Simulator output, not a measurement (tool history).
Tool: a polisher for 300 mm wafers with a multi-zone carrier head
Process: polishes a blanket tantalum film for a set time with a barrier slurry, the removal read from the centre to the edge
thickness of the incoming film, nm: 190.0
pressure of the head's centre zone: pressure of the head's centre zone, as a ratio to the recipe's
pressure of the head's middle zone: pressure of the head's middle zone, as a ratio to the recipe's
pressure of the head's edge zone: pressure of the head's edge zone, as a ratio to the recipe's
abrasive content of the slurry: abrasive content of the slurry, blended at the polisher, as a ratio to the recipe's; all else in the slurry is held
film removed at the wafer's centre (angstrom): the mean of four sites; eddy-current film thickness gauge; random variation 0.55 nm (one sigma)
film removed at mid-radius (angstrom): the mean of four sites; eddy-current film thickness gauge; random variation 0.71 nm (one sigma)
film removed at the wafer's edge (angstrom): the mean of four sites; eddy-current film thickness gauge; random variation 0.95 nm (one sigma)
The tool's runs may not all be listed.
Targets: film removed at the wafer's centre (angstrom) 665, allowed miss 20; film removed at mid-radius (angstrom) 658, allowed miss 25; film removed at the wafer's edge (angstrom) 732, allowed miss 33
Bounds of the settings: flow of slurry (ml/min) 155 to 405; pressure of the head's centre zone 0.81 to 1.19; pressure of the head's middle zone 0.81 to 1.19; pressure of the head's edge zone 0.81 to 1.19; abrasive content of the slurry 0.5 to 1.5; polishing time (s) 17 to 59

run	hour	flow of slurry (ml/min)	pressure of the head's centre zone	pressure of the head's middle zone	pressure of the head's edge zone	abrasive content of the slurry	polishing time (s)	film removed at the wafer's centre (angstrom)	film removed at mid-radius (angstrom)	film removed at the wafer's edge (angstrom)
1	0	260	1	1	1	1	38	748.18	785.16	773.77
2	3.7	260	1	1	1.05	1	38	759.67	783.76	805.81
3	9.1	260	1	0.94	1.05	1	38	772.82	746.56	792.15
4	14.4	255	0.98	0.92	1.05	0.95	38	738.13	726.93	764.92
5	16.4	255	0.98	0.92	1.05	1.05	38	738.95	741.79	796.47
6	19.4	295	0.98	0.92	1.05	1.05	38	752.81	757.08	811.19
7	25.5	290	0.97	0.9	1.05	1	38	744.71	727.51	788.85
8	31	285	0.96	0.88	1.05	1	38	746.06	708.74	802.75

5 next moves are on the table. One of them brings every result within its allowed miss. Which?
A	36.5	345	0.98	0.93	1.1	1	31	?	?	?
B	36.5	395	1	0.9	1.07	0.75	33	?	?	?
C	36.5	345	0.94	0.88	1.1	0.95	32	?	?	?
D	36.5	405	0.89	0.83	0.99	1.05	35	?	?	?
E	36.5	370	0.92	0.94	1.16	1.05	32	?	?	?

move	film removed at the wafer's centre (angstrom)	film removed at mid-radius (angstrom)	film removed at the wafer's edge (angstrom)
A	627.41	632.83	674.68
B	628.6	606.88	653.47
C	616.29	616.29	686.7
D	672.22	671.36	741.33
E	627.16	671.9	728.64
A: takes the result that was furthest off past its target
B: takes the result that was furthest off past its target
C: takes the result that was furthest off past its target
D: meets every target
E: takes the result that was furthest off past its target
Move D is the one to make.

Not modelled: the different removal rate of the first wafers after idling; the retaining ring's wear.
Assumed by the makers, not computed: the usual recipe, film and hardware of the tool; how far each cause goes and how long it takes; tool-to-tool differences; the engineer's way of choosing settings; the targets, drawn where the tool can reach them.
